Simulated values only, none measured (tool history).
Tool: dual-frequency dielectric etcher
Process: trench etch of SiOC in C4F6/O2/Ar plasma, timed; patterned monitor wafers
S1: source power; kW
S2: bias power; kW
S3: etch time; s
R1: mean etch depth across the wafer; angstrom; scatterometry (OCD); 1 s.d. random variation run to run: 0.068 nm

Run 1, hour 0.0: S1 0.310 kW, S2 0.233 kW, S3 9.5 s. Result: R1 202.25 angstrom.
Run 2, hour 3.5: S1 0.330 kW, S2 0.236 kW, S3 9.5 s. Result: R1 210.44 angstrom.
Run 3, hour 9.1: S1 0.340 kW, S2 0.237 kW, S3 9.5 s. Result: R1 211.82 angstrom.
Run 4, hour 16.7: S1 0.340 kW, S2 0.251 kW, S3 9.5 s. Result: R1 214.60 angstrom.
Run 5, hour 21.8: S1 0.350 kW, S2 0.253 kW, S3 9.5 s. Result: R1 217.26 angstrom.
Run 6, hour 29.7: S1 0.350 kW, S2 0.253 kW, S3 9.5 s. Result: R1 218.75 angstrom.
Run 7, hour 34.4: S1 0.360 kW, S2 0.254 kW, S3 9.5 s. Result: R1 221.92 angstrom.

Predict the results of run 8:
Run 8, hour 37.5: S1 0.370 kW, S2 0.255 kW, S3 9.5 s. Result: R1 ?.

Run 8 came out at R1 225.08 angstrom.
